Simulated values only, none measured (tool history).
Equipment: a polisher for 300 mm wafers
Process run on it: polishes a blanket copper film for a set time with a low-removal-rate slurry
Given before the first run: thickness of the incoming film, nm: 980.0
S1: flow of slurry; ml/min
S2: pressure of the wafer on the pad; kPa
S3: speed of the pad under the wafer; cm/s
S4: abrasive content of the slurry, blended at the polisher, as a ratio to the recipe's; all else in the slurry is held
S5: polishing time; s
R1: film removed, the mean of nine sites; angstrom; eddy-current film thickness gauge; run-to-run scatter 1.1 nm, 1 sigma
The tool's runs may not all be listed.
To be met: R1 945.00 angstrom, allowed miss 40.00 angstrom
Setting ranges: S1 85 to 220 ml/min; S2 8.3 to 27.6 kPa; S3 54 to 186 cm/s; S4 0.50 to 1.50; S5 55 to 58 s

Run 1, hour 0.0: S1 140 ml/min, S2 17.9 kPa, S3 118 cm/s, S4 1.00, S5 55 s. Result: R1 1478.60 angstrom.
Run 2, hour 6.9: S1 135 ml/min, S2 15.2 kPa, S3 116 cm/s, S4 1.00, S5 55 s. Result: R1 1316.70 angstrom.
Run 3, hour 8.7: S1 155 ml/min, S2 15.2 kPa, S3 116 cm/s, S4 1.00, S5 55 s. Result: R1 1375.90 angstrom.
Run 4, hour 17.1: S1 155 ml/min, S2 15.2 kPa, S3 116 cm/s, S4 1.00, S5 55 s. Result: R1 1342.80 angstrom.
Run 5, hour 25.1: S1 150 ml/min, S2 13.1 kPa, S3 114 cm/s, S4 1.00, S5 55 s. Result: R1 1209.30 angstrom.
Run 6, hour 27.5: S1 150 ml/min, S2 13.1 kPa, S3 144 cm/s, S4 1.00, S5 55 s. Result: R1 1486.90 angstrom.
Run 7, hour 34.4: S1 140 ml/min, S2 11.7 kPa, S3 134 cm/s, S4 1.00, S5 55 s. Result: R1 1296.30 angstrom.
Run 8, hour 39.4: S1 140 ml/min, S2 11.7 kPa, S3 134 cm/s, S4 1.00, S5 55 s. Result: R1 1323.70 angstrom.

Below are 5 possible settings for the next run. Only one of them brings all results inside the allowed miss of their targets. Which is it?
Run A, hour 44.4: S1 110 ml/min, S2 10.3 kPa, S3 164 cm/s, S4 1.10, S5 58 s. Result: R1 ?.
Run B, hour 44.4: S1 110 ml/min, S2 11.0 kPa, S3 106 cm/s, S4 0.90, S5 55 s. Result: R1 ?.
Run C, hour 44.4: S1 110 ml/min, S2 15.2 kPa, S3 124 cm/s, S4 1.10, S5 58 s. Result: R1 ?.
Run D, hour 44.4: S1 145 ml/min, S2 9.7 kPa, S3 126 cm/s, S4 0.85, S5 55 s. Result: R1 ?.
Run E, hour 44.4: S1 90 ml/min, S2 10.3 kPa, S3 96 cm/s, S4 0.85, S5 55 s. Result: R1 ?.

move       R1
   A  1520.70
   B   944.29
   C  1416.50
   D  1099.80
   E   783.35
A: lands further from the targets than the last run did
B: hits every target within its allowed miss
C: lands further from the targets than the last run did
D: closes in on the targets versus the last run, not all within tolerance yet
E: the result that was furthest off in the last run now lies on the other side of its target
Answer: B

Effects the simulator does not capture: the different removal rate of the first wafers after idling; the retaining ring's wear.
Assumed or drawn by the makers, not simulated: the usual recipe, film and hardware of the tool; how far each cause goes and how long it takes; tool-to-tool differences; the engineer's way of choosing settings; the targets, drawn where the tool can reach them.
